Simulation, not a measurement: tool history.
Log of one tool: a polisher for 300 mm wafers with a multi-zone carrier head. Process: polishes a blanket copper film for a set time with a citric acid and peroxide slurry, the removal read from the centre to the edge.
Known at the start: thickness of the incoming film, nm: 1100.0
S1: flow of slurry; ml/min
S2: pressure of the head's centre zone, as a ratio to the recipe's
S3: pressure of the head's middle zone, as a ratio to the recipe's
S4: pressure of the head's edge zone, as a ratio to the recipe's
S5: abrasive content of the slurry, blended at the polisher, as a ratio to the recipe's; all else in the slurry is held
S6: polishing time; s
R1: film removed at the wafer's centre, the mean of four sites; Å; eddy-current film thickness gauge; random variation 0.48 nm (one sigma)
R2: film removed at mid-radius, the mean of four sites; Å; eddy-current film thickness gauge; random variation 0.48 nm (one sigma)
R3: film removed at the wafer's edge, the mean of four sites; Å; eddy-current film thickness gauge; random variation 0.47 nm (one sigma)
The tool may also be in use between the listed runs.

run	hour	S1	S2	S3	S4	S5	S6	R1	R2	R3
1	0	245	1	1	1	1	42	1321.3	1262.3	1289.7
2	3.2	245	1	1	1	1.15	42	1335.2	1310.7	1331.1
3	8.1	230	0.98	0.96	0.98	1	38	1145.3	1112.5	1156.6
4	9.6	230	0.98	0.96	0.98	1	44	1320.3	1295.6	1327.1
5	17.3	230	0.98	0.93	0.99	0.9	39	1155.3	1086.9	1161.9
6	24.1	230	0.98	0.97	0.99	0.9	39	1165.3	1136	1156.7
7	30.4	175	0.96	0.87	0.93	0.65	27	706.82	663.66	713.97
8	34.6	170	0.97	0.86	0.95	0.65	27	707.62	644.01	716.19
9	39.5	165	0.97	0.85	0.96	0.65	27	704.89	632.25	734.13
10	44.9	160	0.97	0.85	0.96	0.65	27	705.74	635.8	720.54
11	49.4	155	0.97	0.84	0.96	0.65	27	690.69	637.71	723.4

Run 12 comes next. What will it give?
12	53.4	160	0.98	0.83	0.96	0.65	27	?	?	?

R1: 705.93 Å
R2: 627.64 Å
R3: 713.97 Å
